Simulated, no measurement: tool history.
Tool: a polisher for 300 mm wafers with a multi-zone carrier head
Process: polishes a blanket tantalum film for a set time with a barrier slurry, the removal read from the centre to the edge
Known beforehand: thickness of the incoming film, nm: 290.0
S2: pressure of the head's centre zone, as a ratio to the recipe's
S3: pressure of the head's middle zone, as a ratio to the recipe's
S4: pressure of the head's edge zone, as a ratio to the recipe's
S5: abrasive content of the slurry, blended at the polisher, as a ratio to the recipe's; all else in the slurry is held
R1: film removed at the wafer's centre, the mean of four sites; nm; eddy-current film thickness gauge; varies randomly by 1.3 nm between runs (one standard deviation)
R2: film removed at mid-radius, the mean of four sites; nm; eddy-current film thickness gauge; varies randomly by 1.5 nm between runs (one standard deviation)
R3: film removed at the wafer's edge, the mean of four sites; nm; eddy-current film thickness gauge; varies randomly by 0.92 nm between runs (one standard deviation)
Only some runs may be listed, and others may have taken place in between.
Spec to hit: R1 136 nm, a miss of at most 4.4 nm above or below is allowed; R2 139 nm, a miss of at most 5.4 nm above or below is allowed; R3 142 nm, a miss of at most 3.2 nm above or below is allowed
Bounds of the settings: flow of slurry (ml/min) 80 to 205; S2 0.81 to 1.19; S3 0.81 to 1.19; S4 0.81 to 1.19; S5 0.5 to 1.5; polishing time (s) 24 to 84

Run 1, hour 0: flow of slurry (ml/min) 135, S2 1, S3 1, S4 1, S5 1, polishing time (s) 54. Result: R1 95.366 nm, R2 92.943 nm, R3 94.943 nm.
Run 2, hour 4: flow of slurry (ml/min) 145, S2 1, S3 1.02, S4 1.04, S5 1.15, polishing time (s) 56. Result: R1 106.57 nm, R2 103.38 nm, R3 105.01 nm.
Run 3, hour 11: flow of slurry (ml/min) 145, S2 1, S3 1.05, S4 1.04, S5 1.15, polishing time (s) 56. Result: R1 104.91 nm, R2 103.37 nm, R3 105.57 nm.
Run 4, hour 12.9: flow of slurry (ml/min) 115, S2 1, S3 1.05, S4 1.04, S5 1.15, polishing time (s) 56. Result: R1 99.989 nm, R2 102.4 nm, R3 101.77 nm.
Run 5, hour 15.5: flow of slurry (ml/min) 125, S2 1, S3 1.07, S4 1.08, S5 1.25, polishing time (s) 58. Result: R1 107.51 nm, R2 109.9 nm, R3 110.24 nm.
Run 6, hour 20.4: flow of slurry (ml/min) 125, S2 1.05, S3 1.07, S4 1.08, S5 1.25, polishing time (s) 58. Result: R1 113.07 nm, R2 110.16 nm, R3 111.1 nm.
Run 7, hour 29.2: flow of slurry (ml/min) 135, S2 1.04, S3 1.09, S4 1.11, S5 1.3, polishing time (s) 59. Result: R1 116.68 nm, R2 118.05 nm, R3 115.7 nm.
Run 8, hour 34: flow of slurry (ml/min) 135, S2 1.04, S3 1.09, S4 1.11, S5 1.3, polishing time (s) 59. Result: R1 117.41 nm, R2 118.39 nm, R3 116.83 nm.
Run 9, hour 38.3: flow of slurry (ml/min) 145, S2 1.03, S3 1.08, S4 1.13, S5 1.35, polishing time (s) 60. Result: R1 121.4 nm, R2 118.8 nm, R3 120.76 nm.

Which of these 4 next moves meets every target?
Run A, hour 42.6: flow of slurry (ml/min) 115, S2 0.98, S3 1.01, S4 1.15, S5 1.3, polishing time (s) 70. Result: R1 ?, R2 ?, R3 ?.
Run B, hour 42.6: flow of slurry (ml/min) 120, S2 1.02, S3 1.08, S4 1.16, S5 1.5, polishing time (s) 69. Result: R1 ?, R2 ?, R3 ?.
Run C, hour 42.6: flow of slurry (ml/min) 145, S2 1.08, S3 1.07, S4 1.16, S5 1.45, polishing time (s) 51. Result: R1 ?, R2 ?, R3 ?.
Run D, hour 42.6: flow of slurry (ml/min) 125, S2 0.95, S3 1.07, S4 1.19, S5 1.3, polishing time (s) 74. Result: R1 ?, R2 ?, R3 ?.

move      R1      R2      R3
   A  124.79  126.64  137.83
   B  133.68  137.68   141.7
   C  107.95  103.65  106.51
   D  130.23  142.87  149.67
A: closes in on the targets versus the last run, not all within tolerance yet
B: all results land within tolerance of their targets
C: lands further from the targets than the last run did
D: takes the result that was furthest off past its target
Move B is the one to make.

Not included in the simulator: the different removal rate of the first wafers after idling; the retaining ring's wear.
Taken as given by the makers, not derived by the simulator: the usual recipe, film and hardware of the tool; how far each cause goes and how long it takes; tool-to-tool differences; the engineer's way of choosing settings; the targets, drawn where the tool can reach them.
